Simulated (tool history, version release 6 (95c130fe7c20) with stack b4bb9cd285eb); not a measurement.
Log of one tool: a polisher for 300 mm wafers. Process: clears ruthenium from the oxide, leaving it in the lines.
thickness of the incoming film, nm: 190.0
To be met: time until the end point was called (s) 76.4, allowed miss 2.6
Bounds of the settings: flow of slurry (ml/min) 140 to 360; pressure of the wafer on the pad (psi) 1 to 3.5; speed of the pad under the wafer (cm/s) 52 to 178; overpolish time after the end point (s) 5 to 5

run  hour  flow of slurry (ml/min)  pressure of the wafer on the pad (psi)  speed of the pad under the wafer (cm/s)  overpolish time after the end point (s)  time until the end point was called (s)
  1     0                      230                                     2.2                                      114                                        5                                   118.29
  2   4.3                      230                                     2.2                                      114                                        5                                   118.04
  3   6.8                      210                                     2.2                                      114                                        5                                   119.99
  4     8                      210                                     2.2                                      114                                        5                                   116.99
  5    16                      210                                     2.2                                       98                                        5                                   138.16
  6  21.9                      210                                     2.3                                       98                                        5                                    133.2
  7  27.1                      210                                     2.4                                       98                                        5                                   124.96
  8  32.9                      210                                     2.5                                       98                                        5                                   122.44
  9  38.7                      210                                     2.6                                       98                                        5                                   116.79
 10  43.3                      210                                     2.7                                       98                                        5                                   113.79
 11  43.9                      210                                     2.8                                      100                                        5                                   107.31
 12  51.5                      220                                     3.4                                      104                                        5                                   83.847

4 next moves are on the table. One of them brings every result within its allowed miss. Which?
  A  59.1                      140                                     3.5                                      108                                        5                                        ?
  B  59.1                      145                                     3.3                                      120                                        5                                        ?
  C  59.1                      245                                     3.5                                      102                                        5                                        ?
  D  59.1                      205                                     3.5                                      114                                        5                                        ?

move  time until the end point was called (s)
   A                                   86.632
   B                                   82.208
   C                                   83.364
   D                                    76.63
A: further off than the last run
B: nearer than the last run, and not there yet
C: nearer than the last run, and not there yet
D: meets every target
Answer: D
